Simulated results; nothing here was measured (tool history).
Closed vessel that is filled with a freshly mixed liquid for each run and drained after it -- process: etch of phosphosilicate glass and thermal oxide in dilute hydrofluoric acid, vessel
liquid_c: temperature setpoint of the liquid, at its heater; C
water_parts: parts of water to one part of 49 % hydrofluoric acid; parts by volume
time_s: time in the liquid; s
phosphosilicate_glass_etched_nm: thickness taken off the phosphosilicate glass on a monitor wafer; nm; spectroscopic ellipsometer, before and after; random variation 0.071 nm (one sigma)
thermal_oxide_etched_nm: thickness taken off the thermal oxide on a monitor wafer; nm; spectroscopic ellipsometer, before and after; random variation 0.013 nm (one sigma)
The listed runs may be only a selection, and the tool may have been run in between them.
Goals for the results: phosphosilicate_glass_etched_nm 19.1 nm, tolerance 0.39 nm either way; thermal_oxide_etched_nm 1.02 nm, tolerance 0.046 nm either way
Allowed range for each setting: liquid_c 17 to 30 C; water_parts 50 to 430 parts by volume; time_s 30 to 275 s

run	day	liquid_c	water_parts	time_s	phosphosilicate_glass_etched_nm	thermal_oxide_etched_nm
1	0	22	240	140	41.616	2.2578
2	0.042	22	240	175	52.287	2.8132
3	0.362	22	240	150	44.918	2.398
4	0.658	21	265	150	38.218	2.0519
5	0.971	18	265	150	34.037	1.8215
6	1.2	18	325	150	26.491	1.3874
7	1.508	18	335	150	25.526	1.3532
8	1.825	18	345	150	24.437	1.2954
9	2	17	395	150	19.787	1.0696

Consider the 4 candidate settings below. Which is the only one whose results all fall within their allowed miss of target?
A	2.175	18	425	165	?	?
B	2.175	19.5	425	155	?	?
C	2.175	18.5	260	80	?	?
D	2.175	18	395	150	?	?

move	phosphosilicate_glass_etched_nm	thermal_oxide_etched_nm
A	20.468	1.0813
B	20.26	1.0703
C	18.953	1.0012
D	20.499	1.0829
A: lands further from the targets than the last run did
B: lands further from the targets than the last run did
C: every result within its allowed miss
D: lands further from the targets than the last run did
Go with C: it meets all targets.

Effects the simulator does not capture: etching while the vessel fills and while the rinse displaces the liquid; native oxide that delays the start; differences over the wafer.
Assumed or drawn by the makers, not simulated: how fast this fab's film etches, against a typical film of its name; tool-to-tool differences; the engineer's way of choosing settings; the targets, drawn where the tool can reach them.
